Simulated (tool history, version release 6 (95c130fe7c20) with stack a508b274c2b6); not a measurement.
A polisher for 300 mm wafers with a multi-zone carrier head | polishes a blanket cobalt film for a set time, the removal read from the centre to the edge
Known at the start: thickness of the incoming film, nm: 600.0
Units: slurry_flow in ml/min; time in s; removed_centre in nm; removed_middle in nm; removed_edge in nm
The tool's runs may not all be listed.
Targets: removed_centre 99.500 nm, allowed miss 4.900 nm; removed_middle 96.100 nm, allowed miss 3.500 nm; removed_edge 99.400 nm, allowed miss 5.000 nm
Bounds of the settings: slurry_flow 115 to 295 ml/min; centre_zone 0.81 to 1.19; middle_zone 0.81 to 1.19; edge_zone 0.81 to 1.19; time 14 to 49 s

| run | hour | slurry_flow | centre_zone | middle_zone | edge_zone | time | removed_centre | removed_middle | removed_edge |
|---|---|---|---|---|---|---|---|---|---|
| 1 | 0.0 | 190 | 1.00 | 1.00 | 1.00 | 31 | 195.670 | 188.490 | 186.690 |
| 2 | 2.3 | 190 | 1.00 | 0.96 | 1.00 | 31 | 196.390 | 178.450 | 184.870 |
| 3 | 8.3 | 190 | 1.00 | 0.96 | 0.94 | 31 | 196.630 | 181.070 | 184.640 |
| 4 | 11.5 | 190 | 1.00 | 0.96 | 0.87 | 31 | 198.550 | 181.270 | 176.690 |
| 5 | 15.0 | 225 | 1.00 | 0.96 | 0.87 | 31 | 200.740 | 186.370 | 176.860 |
|  | 19.3 | edge zone pressure recalibrated |
| 6 | 19.3 | 225 | 1.00 | 0.99 | 0.87 | 31 | 198.990 | 191.030 | 185.100 |
| 7 | 21.6 | 225 | 1.00 | 0.99 | 0.87 | 31 | 199.410 | 188.580 | 185.550 |
| 8 | 24.4 | 220 | 0.95 | 0.94 | 0.91 | 25 | 151.080 | 146.550 | 145.270 |
| 9 | 28.1 | 215 | 0.92 | 0.90 | 0.90 | 22 | 131.730 | 125.650 | 126.470 |

Which of these 4 next moves meets every target?
| A | 31.8 | 220 | 0.82 | 0.88 | 0.99 | 16 | ? | ? | ? |
| B | 31.8 | 265 | 0.87 | 0.87 | 0.85 | 17 | ? | ? | ? |
| C | 31.8 | 270 | 0.81 | 0.86 | 0.90 | 27 | ? | ? | ? |
| D | 31.8 | 210 | 0.81 | 0.91 | 1.02 | 18 | ? | ? | ? |

| move | removed_centre | removed_middle | removed_edge |
|---|---|---|---|
| A | 86.175 | 88.798 | 95.766 |
| B | 98.752 | 95.384 | 96.290 |
| C | 147.440 | 150.370 | 157.190 |
| D | 95.319 | 102.140 | 108.810 |
A: takes the result that was furthest off past its target
B: meets every target
C: further off than the last run
D: nearer than the last run, and not there yet
The right move is B.

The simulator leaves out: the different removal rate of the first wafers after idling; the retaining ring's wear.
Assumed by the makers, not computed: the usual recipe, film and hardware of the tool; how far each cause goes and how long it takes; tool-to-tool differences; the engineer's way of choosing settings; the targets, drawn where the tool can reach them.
